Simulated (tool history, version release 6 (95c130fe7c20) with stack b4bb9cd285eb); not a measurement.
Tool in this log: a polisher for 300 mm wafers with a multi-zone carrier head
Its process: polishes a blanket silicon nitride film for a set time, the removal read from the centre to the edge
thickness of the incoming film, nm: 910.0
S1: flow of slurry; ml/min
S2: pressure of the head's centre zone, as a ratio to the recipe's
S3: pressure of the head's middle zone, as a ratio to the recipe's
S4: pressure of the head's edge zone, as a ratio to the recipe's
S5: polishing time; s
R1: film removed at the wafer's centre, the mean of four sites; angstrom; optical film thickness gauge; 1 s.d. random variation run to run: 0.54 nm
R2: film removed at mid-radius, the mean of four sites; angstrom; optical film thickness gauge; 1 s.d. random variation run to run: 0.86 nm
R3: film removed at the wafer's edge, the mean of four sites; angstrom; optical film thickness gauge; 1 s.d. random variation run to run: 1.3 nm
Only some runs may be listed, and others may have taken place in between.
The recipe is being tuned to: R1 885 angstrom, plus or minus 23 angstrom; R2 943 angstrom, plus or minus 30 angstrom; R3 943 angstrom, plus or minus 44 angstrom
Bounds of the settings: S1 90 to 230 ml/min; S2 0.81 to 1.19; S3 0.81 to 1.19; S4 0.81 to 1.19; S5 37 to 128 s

run,day,S1,S2,S3,S4,S5,R1,R2,R3
1,0,150,1,1,1,82,980.38,1005.2,998.79
2,0.221,150,1,1,1,91,1088.6,1113.3,1096.9
3,0.3,140,0.98,0.98,0.97,90,1041.3,1071.2,1070.8
4,0.396,135,0.96,0.97,0.94,89,1014,1044.4,1021
5,0.646,135,0.99,0.97,0.94,89,1040.4,1028.6,1022
6,0.8,125,0.97,0.96,0.93,88,985.43,1008.7,1014.7
7,1.075,125,0.97,0.96,0.93,88,993.85,1003.7,989.48
8,1.35,95,0.9,0.94,0.9,87,836.79,932.24,928.36
9,1.567,100,0.9,0.94,0.9,87,857.8,930.22,966.99

Consider the 4 candidate settings below. Which is the only one whose results all fall within their allowed miss of target?
A,1.783,145,0.93,0.96,0.95,80,?,?,?
B,1.783,110,0.85,0.93,0.93,86,?,?,?
C,1.783,105,0.89,0.97,0.91,85,?,?,?
D,1.783,100,0.87,1.05,0.95,86,?,?,?

move,R1,R2,R3
A,896.53,955.73,950.85
B,824.86,946.03,973.06
C,843.63,957.72,944.56
D,823.39,1023.6,966.19
A: all results in spec
B: moves away from the targets compared with the last run
C: moves away from the targets compared with the last run
D: moves away from the targets compared with the last run
Go with A: it meets all targets.
